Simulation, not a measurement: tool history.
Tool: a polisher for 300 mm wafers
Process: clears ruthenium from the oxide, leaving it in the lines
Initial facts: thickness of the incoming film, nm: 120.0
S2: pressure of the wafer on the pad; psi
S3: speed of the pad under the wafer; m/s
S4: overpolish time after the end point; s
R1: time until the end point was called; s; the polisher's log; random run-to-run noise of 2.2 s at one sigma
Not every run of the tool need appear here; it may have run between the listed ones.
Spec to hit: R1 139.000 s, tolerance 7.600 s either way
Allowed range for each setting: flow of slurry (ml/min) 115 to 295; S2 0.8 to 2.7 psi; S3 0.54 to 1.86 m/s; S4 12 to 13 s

{"run": 1, "hour": 0.0, "flow of slurry (ml/min)": 190, "S2": 1.7, "S3": 1.18, "S4": 12, "R1": 87.0}
{"run": 2, "hour": 6.5, "flow of slurry (ml/min)": 190, "S2": 1.6, "S3": 1.18, "S4": 12, "R1": 96.197}
{"run": 3, "hour": 11.2, "flow of slurry (ml/min)": 190, "S2": 1.7, "S3": 1.18, "S4": 12, "R1": 89.205}
{"run": 4, "hour": 12.8, "flow of slurry (ml/min)": 190, "S2": 1.7, "S3": 1.18, "S4": 13, "R1": 87.49}
{"run": 5, "hour": 18.3, "flow of slurry (ml/min)": 190, "S2": 1.6, "S3": 1.18, "S4": 13, "R1": 94.014}
{"run": 6, "hour": 26.4, "flow of slurry (ml/min)": 190, "S2": 1.6, "S3": 1.18, "S4": 13, "R1": 92.131}
{"run": 7, "hour": 27.5, "flow of slurry (ml/min)": 190, "S2": 1.5, "S3": 1.18, "S4": 13, "R1": 98.117}
{"run": 8, "hour": 34.3, "flow of slurry (ml/min)": 190, "S2": 1.4, "S3": 1.18, "S4": 13, "R1": 106.57}
{"run": 9, "hour": 37.3, "flow of slurry (ml/min)": 190, "S2": 1.3, "S3": 1.18, "S4": 13, "R1": 111.32}
{"run": 10, "hour": 38.9, "flow of slurry (ml/min)": 190, "S2": 1.2, "S3": 1.18, "S4": 13, "R1": 123.91}

4 candidate next runs follow, results not yet known. Just one meets every target within its allowed miss. Identify it.
{"run": "A", "hour": 40.5, "flow of slurry (ml/min)": 190, "S2": 1.0, "S3": 1.22, "S4": 13, "R1": "?"}
{"run": "B", "hour": 40.5, "flow of slurry (ml/min)": 190, "S2": 1.6, "S3": 1.08, "S4": 13, "R1": "?"}
{"run": "C", "hour": 40.5, "flow of slurry (ml/min)": 190, "S2": 1.3, "S3": 1.26, "S4": 12, "R1": "?"}
{"run": "D", "hour": 40.5, "flow of slurry (ml/min)": 200, "S2": 1.2, "S3": 1.24, "S4": 13, "R1": "?"}

move=A R1=143.740
move=B R1=100.900
move=C R1=108.970
move=D R1=118.360
A: hits every target within its allowed miss
B: lands further from the targets than the last run did
C: lands further from the targets than the last run did
D: lands further from the targets than the last run did
Correct choice: A, which meets every target
